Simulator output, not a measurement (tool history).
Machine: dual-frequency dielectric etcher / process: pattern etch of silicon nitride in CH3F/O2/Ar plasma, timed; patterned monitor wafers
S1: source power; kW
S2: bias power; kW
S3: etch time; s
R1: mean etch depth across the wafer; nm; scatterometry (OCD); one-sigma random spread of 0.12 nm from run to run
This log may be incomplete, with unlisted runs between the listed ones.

run 1 hour=0.0 | S1=0.370 S2=0.094 S3=46.0 | R1=32.268
run 2 hour=2.2 | S1=0.350 S2=0.093 S3=46.0 | R1=31.293
run 3 hour=6.0 | S1=0.340 S2=0.093 S3=46.0 | R1=31.194
run 4 hour=9.9 | S1=0.330 S2=0.092 S3=46.0 | R1=30.567
run 5 hour=18.8 | S1=0.330 S2=0.098 S3=46.0 | R1=31.168
run 6 hour=24.7 | S1=0.370 S2=0.098 S3=46.0 | R1=32.421
run 7 hour=27.4 | S1=0.350 S2=0.097 S3=46.0 | R1=31.676

Predict the results of run 8:
run 8 hour=32.4 | S1=0.330 S2=0.096 S3=46.0 | R1=?

R1: 30.668 nm
